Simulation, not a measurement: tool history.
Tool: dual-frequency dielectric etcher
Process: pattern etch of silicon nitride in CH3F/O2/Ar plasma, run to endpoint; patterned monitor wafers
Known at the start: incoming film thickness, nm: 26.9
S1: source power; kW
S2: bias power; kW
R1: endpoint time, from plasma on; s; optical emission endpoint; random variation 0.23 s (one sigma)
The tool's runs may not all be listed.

run 1 day=0.000 | S1=0.480 S2=0.092 | R1=37.645
run 2 day=0.275 | S1=0.480 S2=0.086 | R1=38.147
run 3 day=0.317 | S1=0.540 S2=0.086 | R1=36.627
run 4 day=0.654 | S1=0.480 S2=0.081 | R1=39.915
run 5 day=0.800 | S1=0.520 S2=0.081 | R1=38.052
run 6 day=1.029 | S1=0.480 S2=0.079 | R1=40.041

The next listed run, before its measurement:
-- day=1.321 bias power generator calibrated
run 7 day=1.321 | S1=0.450 S2=0.078 | R1=?

R1: 40.424 s
